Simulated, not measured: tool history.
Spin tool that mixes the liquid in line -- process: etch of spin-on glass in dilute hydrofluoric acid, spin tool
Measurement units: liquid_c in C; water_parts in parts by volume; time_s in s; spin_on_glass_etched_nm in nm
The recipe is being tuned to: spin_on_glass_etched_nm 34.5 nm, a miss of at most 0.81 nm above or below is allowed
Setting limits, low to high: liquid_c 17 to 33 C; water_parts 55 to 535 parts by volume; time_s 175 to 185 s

| run | hour | liquid_c | water_parts | time_s | spin_on_glass_etched_nm |
|---|---|---|---|---|---|
| 1 | 0 | 25 | 295 | 175 | 22.998 |
| 2 | 7.1 | 27.5 | 285 | 175 | 26.294 |
| 3 | 12 | 29 | 280 | 175 | 28.573 |
| 4 | 20.4 | 29 | 280 | 185 | 29.705 |
| 5 | 25.4 | 29 | 280 | 175 | 28.086 |
| 6 | 32.6 | 29 | 370 | 175 | 19.578 |
| 7 | 38.3 | 30 | 335 | 175 | 22.995 |
| 8 | 39.8 | 31 | 310 | 175 | 26.69 |
| 9 | 41.3 | 31.5 | 295 | 175 | 28.573 |
| 10 | 50.1 | 33 | 255 | 175 | 36.342 |
| 11 | 51.3 | 33 | 255 | 175 | 36.898 |
| 12 | 54.6 | 33 | 255 | 175 | 36.416 |

Exercise: of the 4 proposed moves below, exactly one satisfies all targets within the stated allowed misses. Which move is it?
| A | 57.9 | 32.5 | 265 | 185 | ? |
| B | 57.9 | 33 | 250 | 180 | ? |
| C | 57.9 | 30.5 | 250 | 175 | ? |
| D | 57.9 | 30.5 | 235 | 175 | ? |

| move | spin_on_glass_etched_nm |
|---|---|
| A | 36.082 |
| B | 38.509 |
| C | 34.507 |
| D | 37.365 |
A: moves toward the targets from the last run without getting all of them in spec
B: misses by more than the last run did
C: hits every target within its allowed miss
D: misses by more than the last run did
C meets every target.

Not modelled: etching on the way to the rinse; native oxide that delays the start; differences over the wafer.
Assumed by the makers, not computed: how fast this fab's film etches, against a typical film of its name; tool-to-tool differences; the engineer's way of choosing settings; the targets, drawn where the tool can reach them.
